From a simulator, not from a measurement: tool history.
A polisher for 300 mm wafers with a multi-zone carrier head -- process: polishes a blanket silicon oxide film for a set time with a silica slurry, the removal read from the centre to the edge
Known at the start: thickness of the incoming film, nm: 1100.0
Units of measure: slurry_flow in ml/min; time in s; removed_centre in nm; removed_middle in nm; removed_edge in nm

run	hour	slurry_flow	centre_zone	middle_zone	edge_zone	slurry_solids	time	removed_centre	removed_middle	removed_edge
1	0.0	300	1.00	1.00	1.00	1.00	36	112.750	112.680	117.840
2	2.4	300	1.00	1.00	1.00	1.15	36	123.330	123.180	127.410
3	6.9	300	1.00	1.00	1.00	1.15	31	107.410	105.320	107.990
4	10.3	300	0.97	1.02	0.97	1.10	31	103.570	103.860	106.280
5	16.8	300	1.01	1.02	0.97	1.10	31	105.150	105.960	105.760
6	24.3	300	1.01	0.96	0.97	1.10	31	104.800	100.540	107.040

Estimate the outcome of run 7 from the log above:
7	25.0	295	0.98	1.01	0.96	1.00	31	?	?	?

removed_centre: 94.528 nm
removed_middle: 98.753 nm
removed_edge: 97.304 nm
